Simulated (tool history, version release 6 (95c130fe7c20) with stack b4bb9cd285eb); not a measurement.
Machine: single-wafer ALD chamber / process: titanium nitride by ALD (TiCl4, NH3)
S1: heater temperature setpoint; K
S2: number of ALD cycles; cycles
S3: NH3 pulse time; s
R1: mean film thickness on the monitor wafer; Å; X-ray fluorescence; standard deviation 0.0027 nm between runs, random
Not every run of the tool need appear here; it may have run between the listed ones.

run 1 hour=0 | S1=693.15 S2=62 S3=2 | R1=12.745
run 2 hour=3.4 | S1=693.15 S2=62 S3=2 | R1=12.759
run 3 hour=8.4 | S1=690.15 S2=62 S3=1.86 | R1=12.7
run 4 hour=13 | S1=688.15 S2=62 S3=1.73 | R1=12.642
run 5 hour=20.5 | S1=686.15 S2=62 S3=1.62 | R1=12.548
run 6 hour=25.6 | S1=691.15 S2=62 S3=1.62 | R1=12.605
run 7 hour=30.4 | S1=690.15 S2=62 S3=1.52 | R1=12.559
run 8 hour=33.4 | S1=689.15 S2=62 S3=1.43 | R1=12.473
run 9 hour=39.4 | S1=689.15 S2=62 S3=1.36 | R1=12.396
run 10 hour=44.2 | S1=689.15 S2=62 S3=1.32 | R1=12.379
run 11 hour=45.2 | S1=689.15 S2=62 S3=1.28 | R1=12.321
run 12 hour=52 | S1=689.15 S2=62 S3=1.25 | R1=12.309
run 13 hour=55.7 | S1=689.15 S2=62 S3=1.23 | R1=12.339

Forecast run 14:
run 14 hour=58.2 | S1=681.15 S2=59 S3=0.72 | R1=?

R1: 8.7372 Å
